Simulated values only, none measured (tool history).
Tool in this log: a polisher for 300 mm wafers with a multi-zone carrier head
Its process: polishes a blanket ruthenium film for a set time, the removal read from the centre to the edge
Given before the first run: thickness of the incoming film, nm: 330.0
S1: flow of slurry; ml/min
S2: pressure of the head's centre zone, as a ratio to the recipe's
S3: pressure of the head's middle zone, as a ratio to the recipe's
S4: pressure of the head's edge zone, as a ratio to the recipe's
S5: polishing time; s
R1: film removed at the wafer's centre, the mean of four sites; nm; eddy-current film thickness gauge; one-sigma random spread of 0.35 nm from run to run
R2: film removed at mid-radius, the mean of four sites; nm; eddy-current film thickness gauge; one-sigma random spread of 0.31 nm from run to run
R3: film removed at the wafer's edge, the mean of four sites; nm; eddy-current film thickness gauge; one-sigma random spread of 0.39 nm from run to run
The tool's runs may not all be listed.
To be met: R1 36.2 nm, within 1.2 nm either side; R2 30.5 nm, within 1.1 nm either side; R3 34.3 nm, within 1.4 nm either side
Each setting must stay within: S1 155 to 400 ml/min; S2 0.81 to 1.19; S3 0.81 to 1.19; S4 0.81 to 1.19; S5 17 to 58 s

{"run": 1, "hour": 0.0, "S1": 255, "S2": 1, "S3": 1, "S4": 1, "S5": 37, "R1": 51.539, "R2": 49.805, "R3": 52.973}
{"run": 2, "hour": 7.9, "S1": 255, "S2": 1, "S3": 1, "S4": 1.07, "S5": 37, "R1": 52.689, "R2": 51.153, "R3": 52.76}
{"run": 3, "hour": 9.2, "S1": 255, "S2": 1.01, "S3": 0.99, "S4": 1.07, "S5": 35, "R1": 48.514, "R2": 47.106, "R3": 49.562}
{"run": 4, "hour": 14.1, "S1": 255, "S2": 1.02, "S3": 0.98, "S4": 1.07, "S5": 34, "R1": 48.879, "R2": 45.286, "R3": 48.544}
{"run": 5, "hour": 16.8, "S1": 255, "S2": 1.02, "S3": 0.91, "S4": 1.07, "S5": 34, "R1": 47.42, "R2": 42.931, "R3": 49.188}
{"run": 6, "hour": 25.5, "S1": 255, "S2": 1.03, "S3": 0.91, "S4": 1.07, "S5": 33, "R1": 47.334, "R2": 40.648, "R3": 47.718}
{"run": 7, "hour": 26.4, "S1": 240, "S2": 0.99, "S3": 0.86, "S4": 0.97, "S5": 23, "R1": 31.335, "R2": 26.552, "R3": 32.007}
{"run": 8, "hour": 33.8, "S1": 245, "S2": 1, "S3": 0.87, "S4": 0.97, "S5": 23, "R1": 31.713, "R2": 27.732, "R3": 31.857}

Of the 4 settings listed for the next run, only one would bring every result within its allowed miss of target. Which one?
{"run": "A", "hour": 41.2, "S1": 220, "S2": 0.92, "S3": 1.04, "S4": 0.84, "S5": 23, "R1": "?", "R2": "?", "R3": "?"}
{"run": "B", "hour": 41.2, "S1": 235, "S2": 1.05, "S3": 0.86, "S4": 0.99, "S5": 27, "R1": "?", "R2": "?", "R3": "?"}
{"run": "C", "hour": 41.2, "S1": 320, "S2": 1.05, "S3": 0.89, "S4": 0.99, "S5": 24, "R1": "?", "R2": "?", "R3": "?"}
{"run": "D", "hour": 41.2, "S1": 220, "S2": 0.99, "S3": 0.82, "S4": 0.97, "S5": 27, "R1": "?", "R2": "?", "R3": "?"}

move=A R1=28.655 R2=31.613 R3=29.857
move=B R1=38.639 R2=31.931 R3=37.818
move=C R1=35.741 R2=30.265 R3=34.529
move=D R1=36.083 R2=30.428 R3=37.248
A: misses by more than the last run did
B: carries the result that was furthest off beyond its target, to the other side
C: all results in spec
D: brings the result that was furthest off to its target, and leaves another outside
C is the move that brings every result within its allowed miss.
